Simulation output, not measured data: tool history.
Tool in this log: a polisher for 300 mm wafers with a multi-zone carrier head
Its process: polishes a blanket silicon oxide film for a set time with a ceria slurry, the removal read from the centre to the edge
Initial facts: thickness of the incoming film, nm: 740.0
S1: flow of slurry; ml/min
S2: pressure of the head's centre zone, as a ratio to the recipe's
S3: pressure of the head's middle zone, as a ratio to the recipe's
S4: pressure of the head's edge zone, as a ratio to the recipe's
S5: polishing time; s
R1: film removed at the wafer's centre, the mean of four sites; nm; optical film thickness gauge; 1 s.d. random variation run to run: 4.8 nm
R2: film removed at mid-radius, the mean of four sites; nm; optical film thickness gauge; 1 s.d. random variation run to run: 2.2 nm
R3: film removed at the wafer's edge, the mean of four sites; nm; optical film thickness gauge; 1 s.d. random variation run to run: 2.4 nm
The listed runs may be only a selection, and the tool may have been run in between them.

run    day   S1    S2  S3    S4  S5      R1      R2      R3
  1      0  165     1   1     1  58  230.37  225.35  223.86
  2  0.054  165  1.08   1     1  58  247.37  223.93  225.92
  3    0.3  165  1.05   1     1  58  246.36     221   222.4
  4  0.583  165  0.96   1     1  58  215.81  226.45  225.77
  5  0.758  170  0.97   1  1.02  59  220.31  226.94  227.16
  6  1.067  170  0.93   1  1.02  59  217.51  227.58  231.23
  7  1.375  175  0.94   1  1.03  61  222.19  236.32   240.1

For run 8, what comes out?
  8  1.438  175  0.94   1  1.03  61   ?   ?   ?

R1: 225.44 nm
R2: 234.23 nm
R3: 239.8 nm
